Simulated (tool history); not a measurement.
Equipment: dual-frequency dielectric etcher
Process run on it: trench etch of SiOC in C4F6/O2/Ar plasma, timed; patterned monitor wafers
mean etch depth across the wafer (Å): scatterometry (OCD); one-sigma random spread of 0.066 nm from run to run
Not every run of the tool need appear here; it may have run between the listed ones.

run,hour,source power (W),bias power (W),etch time (s),mean etch depth across the wafer (Å)
1,0.0,330,138,11,191.60
2,8.2,300,136,11,182.84
3,11.3,280,135,11,175.79
4,17.1,320,135,11,186.65
5,24.3,320,150,11,193.90
6,31.6,320,150,10,178.06
7,38.7,310,149,10,175.13
8,42.7,300,149,10,171.25

For run 9, what comes out?
9,50.5,290,149,10,?

{"run 9": {"mean etch depth across the wafer (Å)": 168.76}}
